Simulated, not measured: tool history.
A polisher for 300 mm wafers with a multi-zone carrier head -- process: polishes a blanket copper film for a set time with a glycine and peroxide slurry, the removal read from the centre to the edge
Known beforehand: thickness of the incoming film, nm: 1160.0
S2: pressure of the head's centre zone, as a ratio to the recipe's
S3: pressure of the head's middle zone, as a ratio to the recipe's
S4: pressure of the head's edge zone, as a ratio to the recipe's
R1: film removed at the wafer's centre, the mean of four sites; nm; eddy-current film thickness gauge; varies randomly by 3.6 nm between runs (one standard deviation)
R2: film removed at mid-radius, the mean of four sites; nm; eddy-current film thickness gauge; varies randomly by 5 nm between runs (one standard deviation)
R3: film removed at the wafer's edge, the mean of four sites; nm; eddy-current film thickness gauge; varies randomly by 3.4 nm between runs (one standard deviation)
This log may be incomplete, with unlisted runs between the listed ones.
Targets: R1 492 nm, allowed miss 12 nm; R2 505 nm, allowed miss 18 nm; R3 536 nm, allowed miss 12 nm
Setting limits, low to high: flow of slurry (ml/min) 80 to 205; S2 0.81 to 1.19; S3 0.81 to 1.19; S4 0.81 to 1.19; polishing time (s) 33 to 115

Run 1, hour 0: flow of slurry (ml/min) 135, S2 1, S3 1, S4 1, polishing time (s) 73. Result: R1 323.32 nm, R2 323.42 nm, R3 338.14 nm.
Run 2, hour 4.8: flow of slurry (ml/min) 135, S2 0.93, S3 1, S4 1, polishing time (s) 73. Result: R1 301.44 nm, R2 322.57 nm, R3 338.89 nm.
Run 3, hour 13.1: flow of slurry (ml/min) 135, S2 0.93, S3 1, S4 1, polishing time (s) 84. Result: R1 347.2 nm, R2 379.43 nm, R3 390.15 nm.
Run 4, hour 20.5: flow of slurry (ml/min) 150, S2 0.93, S3 1, S4 1, polishing time (s) 84. Result: R1 356.94 nm, R2 382.35 nm, R3 399.84 nm.
Run 5, hour 27.7: flow of slurry (ml/min) 180, S2 0.93, S3 1, S4 1, polishing time (s) 84. Result: R1 379.14 nm, R2 395.38 nm, R3 410.15 nm.
Run 6, hour 35.8: flow of slurry (ml/min) 180, S2 0.93, S3 1, S4 1, polishing time (s) 103. Result: R1 459.45 nm, R2 492.49 nm, R3 506.92 nm.
Run 7, hour 39.8: flow of slurry (ml/min) 185, S2 0.94, S3 1, S4 1.02, polishing time (s) 103. Result: R1 476.26 nm, R2 495.56 nm, R3 512.88 nm.
Run 8, hour 40.8: flow of slurry (ml/min) 190, S2 0.94, S3 1, S4 1.04, polishing time (s) 103. Result: R1 470.36 nm, R2 498.36 nm, R3 524.71 nm.
At hour 41.9: slurry nozzle cleaned.
Run 9, hour 41.9: flow of slurry (ml/min) 195, S2 0.95, S3 1, S4 1.04, polishing time (s) 103. Result: R1 530.02 nm, R2 548.1 nm, R3 552.54 nm.
Run 10, hour 49.9: flow of slurry (ml/min) 190, S2 0.95, S3 0.99, S4 1.04, polishing time (s) 103. Result: R1 528.56 nm, R2 545.93 nm, R3 551.27 nm.
Run 11, hour 51.5: flow of slurry (ml/min) 175, S2 0.94, S3 0.97, S4 1.03, polishing time (s) 103. Result: R1 519.05 nm, R2 521.03 nm, R3 543.61 nm.
Run 12, hour 57.3: flow of slurry (ml/min) 175, S2 0.94, S3 0.97, S4 1.03, polishing time (s) 103. Result: R1 520.46 nm, R2 529.41 nm, R3 545.23 nm.

Which of these 5 next moves meets every target?
Run A, hour 63.1: flow of slurry (ml/min) 180, S2 0.92, S3 0.96, S4 1.05, polishing time (s) 100. Result: R1 ?, R2 ?, R3 ?.
Run B, hour 63.1: flow of slurry (ml/min) 205, S2 0.89, S3 0.94, S4 1.05, polishing time (s) 104. Result: R1 ?, R2 ?, R3 ?.
Run C, hour 63.1: flow of slurry (ml/min) 175, S2 0.97, S3 0.96, S4 0.99, polishing time (s) 108. Result: R1 ?, R2 ?, R3 ?.
Run D, hour 63.1: flow of slurry (ml/min) 205, S2 1.05, S3 0.88, S4 1.02, polishing time (s) 102. Result: R1 ?, R2 ?, R3 ?.
Run E, hour 63.1: flow of slurry (ml/min) 185, S2 1.04, S3 0.92, S4 0.99, polishing time (s) 102. Result: R1 ?, R2 ?, R3 ?.

move      R1      R2      R3
   A  501.15  512.92  538.86
   B  514.94  535.12  568.53
   C  568.05   551.4  563.68
   D  596.39  498.78  550.12
   E  581.01  508.27  536.02
A: all results in spec
B: further off than the last run
C: further off than the last run
D: further off than the last run
E: further off than the last run
A meets every target.
